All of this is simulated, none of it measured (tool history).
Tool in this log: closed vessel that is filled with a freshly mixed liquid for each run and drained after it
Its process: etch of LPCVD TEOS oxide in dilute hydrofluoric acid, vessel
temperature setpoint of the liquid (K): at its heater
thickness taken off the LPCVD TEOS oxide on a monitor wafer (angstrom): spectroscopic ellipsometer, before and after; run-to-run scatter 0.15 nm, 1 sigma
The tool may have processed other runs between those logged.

| run | day | temperature setpoint of the liquid (K) | parts of water to one part of 49 % hydrofluoric acid (parts by volume) | time in the liquid (s) | thickness taken off the LPCVD TEOS oxide on a monitor wafer (angstrom) |
|---|---|---|---|---|---|
| 1 | 0.000 | 295.15 | 235 | 265 | 166.07 |
| 2 | 0.229 | 295.15 | 235 | 280 | 176.89 |
| 3 | 0.496 | 297.15 | 235 | 280 | 192.12 |
| 4 | 0.729 | 298.15 | 235 | 280 | 200.39 |
| 5 | 1.033 | 298.15 | 290 | 280 | 152.78 |
| 6 | 1.221 | 299.65 | 275 | 280 | 173.60 |
| 7 | 1.375 | 300.65 | 265 | 280 | 186.38 |

For run 8, what comes out?
| 8 | 1.588 | 300.65 | 265 | 280 | ? |

For run 8 the tool returned thickness taken off the LPCVD TEOS oxide on a monitor wafer (angstrom) 187.54.
